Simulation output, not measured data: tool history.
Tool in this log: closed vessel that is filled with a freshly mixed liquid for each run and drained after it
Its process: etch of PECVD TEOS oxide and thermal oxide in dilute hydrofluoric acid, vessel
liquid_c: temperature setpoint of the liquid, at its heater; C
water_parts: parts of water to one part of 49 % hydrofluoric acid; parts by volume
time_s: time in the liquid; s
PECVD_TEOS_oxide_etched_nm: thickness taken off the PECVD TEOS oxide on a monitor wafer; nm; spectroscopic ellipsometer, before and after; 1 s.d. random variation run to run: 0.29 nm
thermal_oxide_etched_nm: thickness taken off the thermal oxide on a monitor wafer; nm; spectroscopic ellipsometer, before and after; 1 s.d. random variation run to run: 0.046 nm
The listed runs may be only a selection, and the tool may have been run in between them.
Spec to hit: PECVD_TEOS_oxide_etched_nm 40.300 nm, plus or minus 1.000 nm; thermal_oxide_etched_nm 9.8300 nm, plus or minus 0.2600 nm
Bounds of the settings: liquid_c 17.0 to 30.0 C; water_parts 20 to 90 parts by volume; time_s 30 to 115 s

run 1 day=0.000 | liquid_c=22.0 water_parts=50 time_s=60 | PECVD_TEOS_oxide_etched_nm=22.791 thermal_oxide_etched_nm=5.5450
run 2 day=0.121 | liquid_c=22.0 water_parts=40 time_s=60 | PECVD_TEOS_oxide_etched_nm=28.629 thermal_oxide_etched_nm=7.0491
run 3 day=0.417 | liquid_c=22.0 water_parts=25 time_s=60 | PECVD_TEOS_oxide_etched_nm=46.738 thermal_oxide_etched_nm=11.5790
run 4 day=0.646 | liquid_c=22.0 water_parts=20 time_s=60 | PECVD_TEOS_oxide_etched_nm=58.609 thermal_oxide_etched_nm=14.4690
run 5 day=0.962 | liquid_c=21.5 water_parts=20 time_s=60 | PECVD_TEOS_oxide_etched_nm=57.887 thermal_oxide_etched_nm=14.0140
run 6 day=1.196 | liquid_c=21.5 water_parts=20 time_s=60 | PECVD_TEOS_oxide_etched_nm=57.691 thermal_oxide_etched_nm=14.1030
run 7 day=1.362 | liquid_c=17.5 water_parts=30 time_s=60 | PECVD_TEOS_oxide_etched_nm=32.128 thermal_oxide_etched_nm=7.9193
run 8 day=1.438 | liquid_c=18.0 water_parts=30 time_s=60 | PECVD_TEOS_oxide_etched_nm=32.915 thermal_oxide_etched_nm=7.9842
run 9 day=1.675 | liquid_c=18.5 water_parts=30 time_s=60 | PECVD_TEOS_oxide_etched_nm=33.807 thermal_oxide_etched_nm=8.1584
run 10 day=1.958 | liquid_c=19.0 water_parts=30 time_s=60 | PECVD_TEOS_oxide_etched_nm=33.767 thermal_oxide_etched_nm=8.3454
run 11 day=2.000 | liquid_c=19.5 water_parts=30 time_s=60 | PECVD_TEOS_oxide_etched_nm=35.092 thermal_oxide_etched_nm=8.5661
run 12 day=2.383 | liquid_c=21.0 water_parts=30 time_s=60 | PECVD_TEOS_oxide_etched_nm=37.247 thermal_oxide_etched_nm=9.1029
run 13 day=2.683 | liquid_c=22.0 water_parts=30 time_s=60 | PECVD_TEOS_oxide_etched_nm=38.837 thermal_oxide_etched_nm=9.5929

Of the 4 settings listed for the next run, only one would bring every result within its allowed miss of target. Which one?
run A day=2.983 | liquid_c=30.0 water_parts=45 time_s=65 | PECVD_TEOS_oxide_etched_nm=? thermal_oxide_etched_nm=?
run B day=2.983 | liquid_c=24.0 water_parts=30 time_s=60 | PECVD_TEOS_oxide_etched_nm=? thermal_oxide_etched_nm=?
run C day=2.983 | liquid_c=21.5 water_parts=35 time_s=70 | PECVD_TEOS_oxide_etched_nm=? thermal_oxide_etched_nm=?
run D day=2.983 | liquid_c=20.0 water_parts=35 time_s=80 | PECVD_TEOS_oxide_etched_nm=? thermal_oxide_etched_nm=?

move=A PECVD_TEOS_oxide_etched_nm=38.399 thermal_oxide_etched_nm=9.2990
move=B PECVD_TEOS_oxide_etched_nm=42.580 thermal_oxide_etched_nm=10.3110
move=C PECVD_TEOS_oxide_etched_nm=38.073 thermal_oxide_etched_nm=9.2201
move=D PECVD_TEOS_oxide_etched_nm=40.813 thermal_oxide_etched_nm=9.8836
A: the biggest miss grows against the last run
B: moves the result that the last run missed by most past its target, out the other side
C: the biggest miss grows against the last run
D: every result within its allowed miss
Answer: D

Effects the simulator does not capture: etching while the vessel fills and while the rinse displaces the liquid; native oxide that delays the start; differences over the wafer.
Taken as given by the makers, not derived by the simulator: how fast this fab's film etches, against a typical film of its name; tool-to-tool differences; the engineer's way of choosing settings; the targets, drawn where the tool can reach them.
